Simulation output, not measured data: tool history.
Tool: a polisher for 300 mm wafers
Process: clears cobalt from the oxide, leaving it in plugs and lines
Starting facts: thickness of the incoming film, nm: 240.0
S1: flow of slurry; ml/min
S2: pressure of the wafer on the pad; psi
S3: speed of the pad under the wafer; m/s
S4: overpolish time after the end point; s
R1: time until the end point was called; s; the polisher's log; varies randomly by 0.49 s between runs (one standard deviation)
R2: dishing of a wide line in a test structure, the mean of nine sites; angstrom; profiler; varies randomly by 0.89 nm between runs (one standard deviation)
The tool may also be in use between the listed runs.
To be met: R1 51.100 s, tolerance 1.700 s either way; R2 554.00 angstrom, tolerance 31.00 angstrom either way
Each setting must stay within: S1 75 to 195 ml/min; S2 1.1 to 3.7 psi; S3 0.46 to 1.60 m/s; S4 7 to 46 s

run  hour   S1   S2    S3  S4      R1      R2
  1   0.0  125  2.4  1.02  24  44.191  538.71
  2   2.6  140  2.4  1.02  24  43.450  550.35
  3  10.7  135  2.4  1.02  25  42.771  567.12
  4  14.7  135  2.8  1.02  25  37.104  594.71
  5  21.7  135  2.5  1.02  25  42.414  567.73
  6  29.2  135  2.5  1.02  22  41.904  543.79
  7  31.9  130  2.4  1.02  23  43.671  537.86
  8  35.2  130  2.4  1.02  24  43.200  536.89
  9  37.9  130  2.4  1.02  24  44.510  537.89
 10  42.5  125  2.4  1.02  25  43.095  565.37
 11  46.5  125  2.3  1.02  25  45.869  550.34
 12  49.4  120  2.2  1.02  26  48.237  539.41

Consider the 5 candidate settings below. Which is the only one whose results all fall within their allowed miss of target?
  A  52.3  110  2.3  0.88  36   ?   ?
  B  52.3   75  2.1  1.06  37   ?   ?
  C  52.3  105  2.6  0.94  24   ?   ?
  D  52.3  110  2.1  1.02  28   ?   ?
  E  52.3  115  2.0  0.96  30   ?   ?

move      R1      R2
   A  50.790  593.17
   B  53.966  587.11
   C  43.827  541.46
   D  50.895  543.16
   E  54.823  542.40
A: the furthest-off result lands on target, but another misses its tolerance
B: moves the result that the last run missed by most past its target, out the other side
C: further off than the last run
D: every result lands within tolerance
E: moves the result that the last run missed by most past its target, out the other side
The right move is D.

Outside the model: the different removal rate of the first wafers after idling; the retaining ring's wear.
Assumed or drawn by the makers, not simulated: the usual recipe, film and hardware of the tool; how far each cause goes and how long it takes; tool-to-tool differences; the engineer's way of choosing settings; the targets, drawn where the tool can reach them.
